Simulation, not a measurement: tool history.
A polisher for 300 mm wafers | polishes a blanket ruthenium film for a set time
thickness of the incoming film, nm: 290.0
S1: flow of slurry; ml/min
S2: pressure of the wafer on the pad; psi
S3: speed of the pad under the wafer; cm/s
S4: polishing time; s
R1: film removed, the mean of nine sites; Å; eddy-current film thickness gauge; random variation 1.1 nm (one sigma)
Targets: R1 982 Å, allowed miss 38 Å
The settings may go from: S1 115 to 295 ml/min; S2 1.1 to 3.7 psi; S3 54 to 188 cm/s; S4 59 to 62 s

run,hour,S1,S2,S3,S4,R1
1,0,190,2.4,120,59,749.33
2,1.8,190,2.4,132,59,821.64
3,3.1,190,2.5,132,59,844.31
4,11.3,190,2,132,59,681.03
5,12.8,215,2,132,59,693.56
6,20.6,215,2.2,132,59,759.37
7,22.1,215,2.4,132,59,831.42
8,29.4,215,2.5,132,59,868.2
9,30.9,215,2.6,132,59,894.69
10,34.5,215,2.7,132,59,934.34

Which of these 4 next moves meets every target?
A,38.1,240,3,128,61,?
B,38.1,195,3,132,62,?
C,38.1,230,2.4,146,62,?
D,38.1,255,3.4,110,62,?

move,R1
A,1051.1
B,1071.7
C,972.43
D,1049.4
A: takes the result that was furthest off past its target
B: takes the result that was furthest off past its target
C: meets every target
D: takes the result that was furthest off past its target
The right move is C.
